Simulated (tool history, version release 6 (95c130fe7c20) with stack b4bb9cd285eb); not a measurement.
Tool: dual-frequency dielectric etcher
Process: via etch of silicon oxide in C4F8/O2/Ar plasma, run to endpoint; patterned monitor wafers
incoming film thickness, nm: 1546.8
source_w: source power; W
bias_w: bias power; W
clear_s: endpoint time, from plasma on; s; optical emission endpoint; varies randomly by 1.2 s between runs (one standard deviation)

run,hour,source_w,bias_w,clear_s
1,0.0,2610,2198,245.78
2,6.3,2610,1975,252.36
3,10.7,2810,1975,242.56
4,16.9,2810,2299,234.05
5,23.8,2660,2280,239.52
6,24.9,2210,2280,259.05
7,33.5,1900,2241,279.08
8,40.1,1920,2243,277.01

Estimate the outcome of run 9 from the log above:
9,46.9,1940,2245,?

clear_s: 279.18 s

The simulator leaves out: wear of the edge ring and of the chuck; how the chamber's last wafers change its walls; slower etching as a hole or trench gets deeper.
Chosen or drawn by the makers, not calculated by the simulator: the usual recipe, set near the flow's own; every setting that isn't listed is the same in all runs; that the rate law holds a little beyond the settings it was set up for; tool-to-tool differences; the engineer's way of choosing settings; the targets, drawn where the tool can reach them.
